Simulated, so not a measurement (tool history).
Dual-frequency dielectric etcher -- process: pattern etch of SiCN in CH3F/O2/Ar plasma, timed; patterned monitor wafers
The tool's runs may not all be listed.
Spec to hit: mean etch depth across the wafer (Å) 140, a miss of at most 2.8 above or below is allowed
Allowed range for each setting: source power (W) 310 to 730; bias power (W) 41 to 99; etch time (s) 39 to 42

| run | hour | source power (W) | bias power (W) | etch time (s) | mean etch depth across the wafer (Å) |
|---|---|---|---|---|---|
| 1 | 0 | 520 | 70 | 42 | 175.73 |
| 2 | 2.9 | 600 | 70 | 42 | 182.92 |
| 3 | 9.4 | 600 | 70 | 42 | 181.23 |
| 4 | 13.1 | 600 | 70 | 39 | 170.12 |
| 5 | 15.4 | 570 | 67 | 39 | 163.46 |
| 6 | 16.6 | 570 | 54 | 39 | 147.24 |
| 7 | 21.4 | 560 | 54 | 39 | 147.91 |
| 8 | 27.1 | 480 | 51 | 39 | 136.69 |

Consider the 4 candidate settings below. Which is the only one whose results all fall within their allowed miss of target?
| A | 32.8 | 470 | 49 | 39.5 | ? |
| B | 32.8 | 340 | 52 | 41.5 | ? |
| C | 32.8 | 500 | 48 | 39 | ? |
| D | 32.8 | 500 | 48 | 40.5 | ? |

| move | mean etch depth across the wafer (Å) |
|---|---|
| A | 136.27 |
| B | 133.73 |
| C | 135.87 |
| D | 141.09 |
A: moves away from the targets compared with the last run
B: moves away from the targets compared with the last run
C: moves away from the targets compared with the last run
D: each result inside its tolerance
Move D is the one to make.
